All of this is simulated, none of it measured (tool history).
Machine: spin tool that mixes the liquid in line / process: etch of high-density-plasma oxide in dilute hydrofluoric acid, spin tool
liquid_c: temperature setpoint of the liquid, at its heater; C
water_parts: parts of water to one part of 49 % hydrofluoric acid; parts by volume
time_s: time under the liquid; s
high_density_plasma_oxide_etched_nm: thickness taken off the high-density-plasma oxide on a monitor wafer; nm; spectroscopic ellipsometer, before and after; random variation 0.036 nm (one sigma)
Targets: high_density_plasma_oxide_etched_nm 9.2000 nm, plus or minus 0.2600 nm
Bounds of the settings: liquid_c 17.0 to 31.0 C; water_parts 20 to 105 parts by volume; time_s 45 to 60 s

| run | hour | liquid_c | water_parts | time_s | high_density_plasma_oxide_etched_nm |
|---|---|---|---|---|---|
| 1 | 0.0 | 23.0 | 55 | 60 | 6.0825 |
| 2 | 4.5 | 25.0 | 55 | 60 | 6.6073 |
| 3 | 5.2 | 25.0 | 55 | 60 | 6.5546 |
| 4 | 11.9 | 26.5 | 55 | 60 | 6.9700 |
| 5 | 16.7 | 26.5 | 65 | 60 | 5.8480 |
| 6 | 21.8 | 27.5 | 60 | 60 | 6.6290 |
| 7 | 30.8 | 31.0 | 45 | 60 | 10.3120 |
| 8 | 39.5 | 30.5 | 45 | 60 | 10.1610 |
| 9 | 41.8 | 30.0 | 45 | 60 | 10.0350 |
| 10 | 50.0 | 29.5 | 45 | 60 | 9.7446 |
| 11 | 54.9 | 29.0 | 45 | 60 | 9.5197 |

Which one of the following 5 next-run settings gets every result inside its allowed miss? There is exactly one.
| A | 59.8 | 25.0 | 40 | 60 | ? |
| B | 59.8 | 29.5 | 45 | 60 | ? |
| C | 59.8 | 29.5 | 40 | 55 | ? |
| D | 59.8 | 30.5 | 35 | 45 | ? |
| E | 59.8 | 30.0 | 45 | 60 | ? |

| move | high_density_plasma_oxide_etched_nm |
|---|---|
| A | 9.2773 |
| B | 9.8180 |
| C | 10.2030 |
| D | 10.0050 |
| E | 10.0140 |
A: every result within its allowed miss
B: moves away from the targets compared with the last run
C: moves away from the targets compared with the last run
D: moves away from the targets compared with the last run
E: moves away from the targets compared with the last run
So the answer is move A, the one that meets all the targets.

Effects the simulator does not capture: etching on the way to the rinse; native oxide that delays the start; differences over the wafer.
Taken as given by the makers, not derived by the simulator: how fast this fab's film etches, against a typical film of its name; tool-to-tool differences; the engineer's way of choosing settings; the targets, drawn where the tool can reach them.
